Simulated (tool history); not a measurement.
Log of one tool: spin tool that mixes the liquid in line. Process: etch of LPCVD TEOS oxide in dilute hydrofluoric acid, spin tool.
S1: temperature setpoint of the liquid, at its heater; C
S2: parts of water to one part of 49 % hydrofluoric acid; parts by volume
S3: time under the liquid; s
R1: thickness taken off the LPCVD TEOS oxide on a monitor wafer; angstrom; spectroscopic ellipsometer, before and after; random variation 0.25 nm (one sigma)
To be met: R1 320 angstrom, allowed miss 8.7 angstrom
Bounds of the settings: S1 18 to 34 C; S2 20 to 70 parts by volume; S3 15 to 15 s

run 1 day=0 | S1=26 S2=40 S3=15 | R1=183.67
run 2 day=0.367 | S1=26 S2=30 S3=15 | R1=247.26
run 3 day=0.525 | S1=26 S2=25 S3=15 | R1=302.96
run 4 day=0.729 | S1=26 S2=20 S3=15 | R1=374.23
run 5 day=0.854 | S1=26 S2=20 S3=15 | R1=383.98
run 6 day=0.975 | S1=25.5 S2=20 S3=15 | R1=369.43
run 7 day=1.083 | S1=25.5 S2=20 S3=15 | R1=373.02
run 8 day=1.388 | S1=24.5 S2=20 S3=15 | R1=354.87
run 9 day=1.646 | S1=24 S2=20 S3=15 | R1=352.02
run 10 day=1.817 | S1=23.5 S2=20 S3=15 | R1=342.48
run 11 day=2.125 | S1=23 S2=20 S3=15 | R1=333.95

4 next moves are on the table. One of them brings every result within its allowed miss. Which?
run A day=2.433 | S1=22 S2=20 S3=15 | R1=?
run B day=2.433 | S1=23.5 S2=20 S3=15 | R1=?
run C day=2.433 | S1=24.5 S2=20 S3=15 | R1=?
run D day=2.433 | S1=25 S2=20 S3=15 | R1=?

move=A R1=319.9
move=B R1=341.01
move=C R1=355.72
move=D R1=363.27
A: meets every target
B: further off than the last run
C: further off than the last run
D: further off than the last run
Move A is the one to make.

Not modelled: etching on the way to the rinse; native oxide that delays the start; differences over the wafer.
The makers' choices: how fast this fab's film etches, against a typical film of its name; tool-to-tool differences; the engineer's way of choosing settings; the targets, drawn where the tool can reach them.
